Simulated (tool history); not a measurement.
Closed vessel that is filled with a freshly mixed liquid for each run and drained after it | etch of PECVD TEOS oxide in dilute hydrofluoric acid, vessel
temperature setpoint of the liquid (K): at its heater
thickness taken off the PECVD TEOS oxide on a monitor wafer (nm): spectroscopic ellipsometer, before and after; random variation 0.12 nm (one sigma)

run  hour  temperature setpoint of the liquid (K)  parts of water to one part of 49 % hydrofluoric acid (parts by volume)  time in the liquid (s)  thickness taken off the PECVD TEOS oxide on a monitor wafer (nm)
  1     0                                  293.15                                                                     240                     220                                                            12.028
  2   2.8                                  293.15                                                                     160                     220                                                            19.355
  3   5.5                                  293.15                                                                     160                     155                                                            13.704
  4  12.8                                  290.65                                                                     160                     155                                                            12.454
  5  14.6                                  292.15                                                                     160                     155                                                            13.208
  6  17.3                                  292.15                                                                     160                     155                                                            13.224
  7    24                                  296.15                                                                      85                     155                                                            32.082
  8  33.1                                  295.65                                                                      85                     155                                                            31.143
  9  36.8                                  295.15                                                                      85                     155                                                            30.409

The next listed run, before its measurement:
 10  38.3                                  294.15                                                                      85                     155                                                                 ?

{"run 10": {"thickness taken off the PECVD TEOS oxide on a monitor wafer (nm)": 29.13}}
